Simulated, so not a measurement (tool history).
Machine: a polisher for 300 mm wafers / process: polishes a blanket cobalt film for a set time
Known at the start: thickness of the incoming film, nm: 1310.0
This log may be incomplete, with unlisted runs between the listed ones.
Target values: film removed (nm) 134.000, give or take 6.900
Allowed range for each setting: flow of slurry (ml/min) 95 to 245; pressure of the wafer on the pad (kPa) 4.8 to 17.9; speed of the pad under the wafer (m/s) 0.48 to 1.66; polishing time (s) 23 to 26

run  hour  flow of slurry (ml/min)  pressure of the wafer on the pad (kPa)  speed of the pad under the wafer (m/s)  polishing time (s)  film removed (nm)
  1   0.0                      155                                    11.0                                    1.06                  26             94.145
  2   5.4                      155                                    11.7                                    1.06                  26             98.903
  3  11.1                      155                                    12.4                                    1.06                  26            104.560
  4  18.1                      155                                    12.4                                    1.06                  23             90.752
  5  24.9                      155                                    12.4                                    1.06                  23             92.236
  6  27.0                      155                                    13.1                                    1.08                  23             98.825
  7  33.7                      155                                    13.8                                    1.08                  23            104.200
  8  37.7                      155                                    14.5                                    1.08                  23            108.270

Pick the move, out of 5, that brings all results within their allowed miss; only one does.
  A  41.7                      155                                    12.4                                    0.98                  23                  ?
  B  41.7                       95                                    11.0                                    1.14                  26                  ?
  C  41.7                      195                                    13.1                                    0.84                  23                  ?
  D  41.7                      170                                    14.5                                    0.96                  23                  ?
  E  41.7                      150                                    16.5                                    1.20                  23                  ?

move  film removed (nm)
   A             83.957
   B             93.012
   C             78.057
   D             96.563
   E            134.880
A: lands further from the targets than the last run did
B: lands further from the targets than the last run did
C: lands further from the targets than the last run did
D: lands further from the targets than the last run did
E: meets every target
E is the move that brings every result within its allowed miss.
